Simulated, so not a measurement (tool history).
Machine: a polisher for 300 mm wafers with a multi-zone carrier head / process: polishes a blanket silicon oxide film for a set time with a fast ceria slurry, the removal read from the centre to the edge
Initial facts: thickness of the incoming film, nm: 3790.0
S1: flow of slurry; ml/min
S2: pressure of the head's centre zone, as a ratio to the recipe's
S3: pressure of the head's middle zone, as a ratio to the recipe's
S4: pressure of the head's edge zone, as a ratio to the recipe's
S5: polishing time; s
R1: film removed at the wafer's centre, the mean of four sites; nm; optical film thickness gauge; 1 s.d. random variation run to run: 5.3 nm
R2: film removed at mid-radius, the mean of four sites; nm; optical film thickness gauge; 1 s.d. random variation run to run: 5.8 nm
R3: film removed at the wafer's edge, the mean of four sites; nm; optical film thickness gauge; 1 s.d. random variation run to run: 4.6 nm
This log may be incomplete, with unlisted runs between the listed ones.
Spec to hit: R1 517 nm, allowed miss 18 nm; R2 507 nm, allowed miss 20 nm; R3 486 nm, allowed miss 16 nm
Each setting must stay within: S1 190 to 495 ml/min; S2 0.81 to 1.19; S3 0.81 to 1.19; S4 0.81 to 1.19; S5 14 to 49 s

run,day,S1,S2,S3,S4,S5,R1,R2,R3
1,0,320,1,1,1,31,362.05,368.37,374.42
2,0.367,325,1.05,1.04,1.04,33,406.14,403.99,394.86
3,0.425,290,1.05,1.04,1.04,33,401.63,392.09,396.19
4,0.767,290,1.05,1.04,0.99,33,407.44,394.43,386.62
5,0.829,290,1.05,1,0.99,33,407.06,377.86,389.17
6,1.025,290,1.05,1,0.96,33,406.71,382.1,384.26
7,1.167,305,1.06,1.03,0.99,35,436.01,426.96,416.25
8,1.483,325,1.08,1.03,1.02,36,460.89,433.22,434.71
9,1.858,335,1.09,1.05,1.04,37,481.83,445.91,454.15
10,2.188,340,1.09,1.08,1.05,38,490.03,472.14,474.83
11,2.292,350,1.1,1.1,1.04,38,490.95,473.04,466.81

Of the 4 settings listed for the next run, only one would bring every result within its allowed miss of target. Which one?
A,2.396,280,1.09,1.11,1.01,41,?,?,?
B,2.396,420,0.97,1.14,1.09,38,?,?,?
C,2.396,365,1.07,1.19,0.92,38,?,?,?
D,2.396,395,1.08,1.1,0.99,36,?,?,?

move,R1,R2,R3
A,516.47,507.66,482.23
B,445.72,495.56,472.07
C,482.94,504.65,439.6
D,464.31,456.33,429.96
A: meets every target
B: brings the last run's worst result on target, with another outside its allowed miss
C: brings the last run's worst result on target, with another outside its allowed miss
D: its largest miss is bigger than the last run's
The move that meets every target is A.
